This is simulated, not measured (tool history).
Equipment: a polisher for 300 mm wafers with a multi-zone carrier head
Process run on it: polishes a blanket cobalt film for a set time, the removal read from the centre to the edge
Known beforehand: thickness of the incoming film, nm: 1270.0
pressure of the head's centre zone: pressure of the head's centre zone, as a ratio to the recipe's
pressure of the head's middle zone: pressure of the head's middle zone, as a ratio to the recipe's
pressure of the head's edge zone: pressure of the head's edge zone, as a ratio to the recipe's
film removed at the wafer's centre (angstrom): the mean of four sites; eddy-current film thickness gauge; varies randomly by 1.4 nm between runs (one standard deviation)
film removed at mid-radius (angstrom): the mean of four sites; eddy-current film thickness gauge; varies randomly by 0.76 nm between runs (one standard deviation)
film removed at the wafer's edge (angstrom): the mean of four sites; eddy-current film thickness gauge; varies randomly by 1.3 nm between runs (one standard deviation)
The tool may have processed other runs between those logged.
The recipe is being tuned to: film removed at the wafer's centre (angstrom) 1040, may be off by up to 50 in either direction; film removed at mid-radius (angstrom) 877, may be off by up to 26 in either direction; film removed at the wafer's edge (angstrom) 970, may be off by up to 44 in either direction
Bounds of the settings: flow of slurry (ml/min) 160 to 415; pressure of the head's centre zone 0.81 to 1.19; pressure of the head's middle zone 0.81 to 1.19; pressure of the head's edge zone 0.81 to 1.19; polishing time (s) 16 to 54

run	day	flow of slurry (ml/min)	pressure of the head's centre zone	pressure of the head's middle zone	pressure of the head's edge zone	polishing time (s)	film removed at the wafer's centre (angstrom)	film removed at mid-radius (angstrom)	film removed at the wafer's edge (angstrom)
1	0	265	1	1	1	35	1510.2	1487.9	1514
2	0.154	265	1	1	1	42	1824	1802	1818.8
3	0.333	220	1	1	1	42	1805.2	1756.7	1792.8
4	0.412	215	1	0.98	0.98	38	1606.9	1563.3	1618.4
5	0.479	215	1.04	0.98	0.98	38	1698.2	1583.4	1636.2
6	0.608	215	1.04	0.92	0.98	38	1681.1	1529.1	1642
7	0.971	215	1.05	0.91	0.97	34	1556.1	1320.1	1474
8	1.133	220	1.04	0.91	0.95	31	1374.6	1214.6	1332.6
9	1.362	220	1.04	0.9	0.93	29	1318.4	1146.2	1237.3
10	1.512	220	1.04	0.89	0.92	28	1280.7	1100.4	1158.4
11	1.842	215	1.03	0.88	0.92	27	1198.6	1045.1	1123.1
12	2.196	215	1.03	0.87	0.91	26	1155.7	989.84	1085.1
13	2.546	205	1.01	0.83	0.83	23	983.42	856.42	899.21

Of the 5 settings listed for the next run, only one would bring every result within its allowed miss of target. Which one?
A	2.896	230	1.14	0.92	0.86	20	?	?	?
B	2.896	235	1.02	0.82	0.87	24	?	?	?
C	2.896	275	1.18	0.89	0.81	21	?	?	?
D	2.896	160	0.88	0.81	0.87	24	?	?	?
E	2.896	230	1.1	1.16	0.81	19	?	?	?

move	film removed at the wafer's centre (angstrom)	film removed at mid-radius (angstrom)	film removed at the wafer's edge (angstrom)
A	967.36	793.52	801.36
B	1038.9	882.46	968.8
C	1065.3	824.01	827.08
D	869.57	853.35	950.22
E	887.79	890.12	739.4
A: lands further from the targets than the last run did
B: every result within its allowed miss
C: lands further from the targets than the last run did
D: the furthest-off result lands on target, but another misses its tolerance
E: lands further from the targets than the last run did
So the answer is move B, the one that meets all the targets.

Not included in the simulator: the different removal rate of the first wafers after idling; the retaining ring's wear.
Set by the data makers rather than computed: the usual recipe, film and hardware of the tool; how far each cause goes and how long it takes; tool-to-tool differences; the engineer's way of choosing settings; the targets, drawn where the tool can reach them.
